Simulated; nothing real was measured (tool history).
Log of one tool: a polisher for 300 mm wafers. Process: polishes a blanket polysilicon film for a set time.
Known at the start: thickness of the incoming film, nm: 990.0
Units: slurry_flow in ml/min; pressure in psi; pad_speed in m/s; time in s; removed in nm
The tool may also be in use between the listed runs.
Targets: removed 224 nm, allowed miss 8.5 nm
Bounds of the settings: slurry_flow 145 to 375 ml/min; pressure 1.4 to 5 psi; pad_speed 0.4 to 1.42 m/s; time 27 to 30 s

{"run": 1, "hour": 0.0, "slurry_flow": 240, "pressure": 3.2, "pad_speed": 0.9, "time": 30, "removed": 276.1}
{"run": 2, "hour": 0.7, "slurry_flow": 240, "pressure": 3.1, "pad_speed": 0.9, "time": 30, "removed": 262.23}
{"run": 3, "hour": 3.9, "slurry_flow": 240, "pressure": 3.1, "pad_speed": 1.12, "time": 30, "removed": 310.09}
{"run": 4, "hour": 12.2, "slurry_flow": 190, "pressure": 3.1, "pad_speed": 1.12, "time": 30, "removed": 305.45}
{"run": 5, "hour": 18.7, "slurry_flow": 190, "pressure": 3.1, "pad_speed": 1.12, "time": 30, "removed": 300.08}
{"run": 6, "hour": 21.5, "slurry_flow": 190, "pressure": 3.1, "pad_speed": 0.92, "time": 30, "removed": 267.57}
{"run": 7, "hour": 29.9, "slurry_flow": 190, "pressure": 3, "pad_speed": 0.92, "time": 30, "removed": 254.3}
{"run": 8, "hour": 35.9, "slurry_flow": 190, "pressure": 2.9, "pad_speed": 0.92, "time": 30, "removed": 248.86}
{"run": 9, "hour": 40.6, "slurry_flow": 190, "pressure": 2.8, "pad_speed": 0.92, "time": 30, "removed": 238.55}
{"hour": 45.0, "done": "worn pad replaced by a new one"}
{"run": 10, "hour": 45.0, "slurry_flow": 190, "pressure": 2.7, "pad_speed": 0.92, "time": 30, "removed": 238.86}

Which of these 4 next moves meets every target?
{"run": "A", "hour": 49.4, "slurry_flow": 225, "pressure": 3.2, "pad_speed": 0.76, "time": 30, "removed": "?"}
{"run": "B", "hour": 49.4, "slurry_flow": 225, "pressure": 2.7, "pad_speed": 0.92, "time": 30, "removed": "?"}
{"run": "C", "hour": 49.4, "slurry_flow": 310, "pressure": 3.5, "pad_speed": 0.6, "time": 27, "removed": "?"}
{"run": "D", "hour": 49.4, "slurry_flow": 205, "pressure": 3, "pad_speed": 0.88, "time": 30, "removed": "?"}

move=A removed=257.45
move=B removed=248.68
move=C removed=224.67
move=D removed=264.1
A: further off than the last run
B: further off than the last run
C: meets every target
D: further off than the last run
Answer: C

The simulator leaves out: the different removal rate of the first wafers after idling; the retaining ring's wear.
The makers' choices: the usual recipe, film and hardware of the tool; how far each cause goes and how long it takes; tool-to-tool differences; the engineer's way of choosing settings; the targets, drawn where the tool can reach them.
